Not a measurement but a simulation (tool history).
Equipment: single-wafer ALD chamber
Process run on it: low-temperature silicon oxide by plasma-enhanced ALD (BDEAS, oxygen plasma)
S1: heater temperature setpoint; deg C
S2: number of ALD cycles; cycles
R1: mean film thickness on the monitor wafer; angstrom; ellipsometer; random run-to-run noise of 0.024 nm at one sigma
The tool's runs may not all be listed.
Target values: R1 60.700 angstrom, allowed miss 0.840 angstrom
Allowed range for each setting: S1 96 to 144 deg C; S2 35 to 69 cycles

run 1 hour=0.0 | S1=120 S2=52 | R1=69.634
run 2 hour=4.6 | S1=121 S2=51 | R1=67.912
run 3 hour=11.4 | S1=123 S2=50 | R1=66.890
run 4 hour=19.1 | S1=114 S2=50 | R1=67.242
run 5 hour=26.1 | S1=114 S2=44 | R1=59.606
run 6 hour=27.4 | S1=114 S2=49 | R1=66.279
run 7 hour=34.8 | S1=115 S2=48 | R1=64.594
-- hour=42.4 thermocouple changed; heater temperature recalibrated
run 8 hour=42.4 | S1=116 S2=46 | R1=62.354

Of the 4 settings listed for the next run, only one would bring every result within its allowed miss of target. Which one?
run A hour=50.0 | S1=119 S2=45 | R1=?
run B hour=50.0 | S1=119 S2=46 | R1=?
run C hour=50.0 | S1=116 S2=49 | R1=?
run D hour=50.0 | S1=119 S2=47 | R1=?

move=A R1=61.232
move=B R1=62.592
move=C R1=67.003
move=D R1=63.953
A: in spec on every target
B: its largest miss is bigger than the last run's
C: its largest miss is bigger than the last run's
D: its largest miss is bigger than the last run's
A is the move that brings every result within its allowed miss.
